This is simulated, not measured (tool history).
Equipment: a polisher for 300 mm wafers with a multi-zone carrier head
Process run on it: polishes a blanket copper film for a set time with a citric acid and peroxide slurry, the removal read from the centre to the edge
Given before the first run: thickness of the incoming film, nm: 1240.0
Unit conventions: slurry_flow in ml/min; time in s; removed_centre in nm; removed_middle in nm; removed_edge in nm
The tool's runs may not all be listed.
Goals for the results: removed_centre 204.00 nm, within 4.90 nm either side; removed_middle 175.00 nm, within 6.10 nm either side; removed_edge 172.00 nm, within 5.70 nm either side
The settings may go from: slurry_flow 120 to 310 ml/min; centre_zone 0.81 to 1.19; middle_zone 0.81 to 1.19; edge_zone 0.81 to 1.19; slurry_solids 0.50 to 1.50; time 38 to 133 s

run	day	slurry_flow	centre_zone	middle_zone	edge_zone	slurry_solids	time	removed_centre	removed_middle	removed_edge
1	0.000	200	1.00	1.00	1.00	1.00	85	205.27	199.74	199.47
2	0.288	200	1.00	1.00	1.00	1.00	74	177.89	170.34	177.13
3	0.367	200	1.00	1.00	1.00	1.20	74	186.97	184.93	183.60
4	0.683	205	1.02	0.99	0.97	1.20	74	191.21	184.03	181.12
5	0.938	210	1.04	0.98	0.95	1.20	74	192.25	179.13	182.57
6	1.079	210	1.07	1.00	0.92	1.15	74	194.62	181.25	177.97
# day 1.338: slurry nozzle cleaned
7	1.338	215	1.09	1.00	0.90	1.15	74	207.78	185.78	180.57
8	1.492	215	1.09	1.00	0.90	1.15	74	205.62	188.92	179.08

Which single option among these 4 for the next run brings every result within its allowed miss of target? Just one does.
A	1.646	220	1.19	1.05	0.86	1.00	69	?	?	?
B	1.646	175	1.19	0.86	0.88	1.00	74	?	?	?
C	1.646	125	1.16	1.01	0.92	1.10	73	?	?	?
D	1.646	240	1.18	0.85	0.88	1.00	73	?	?	?

move	removed_centre	removed_middle	removed_edge
A	204.10	177.06	160.18
B	213.79	159.02	170.98
C	204.04	176.75	171.15
D	215.75	159.79	172.15
A: brings the result that was furthest off to its target, and leaves another outside
B: the result that was furthest off in the last run now lies on the other side of its target
C: meets every target
D: the result that was furthest off in the last run now lies on the other side of its target
Move C is the one to make.
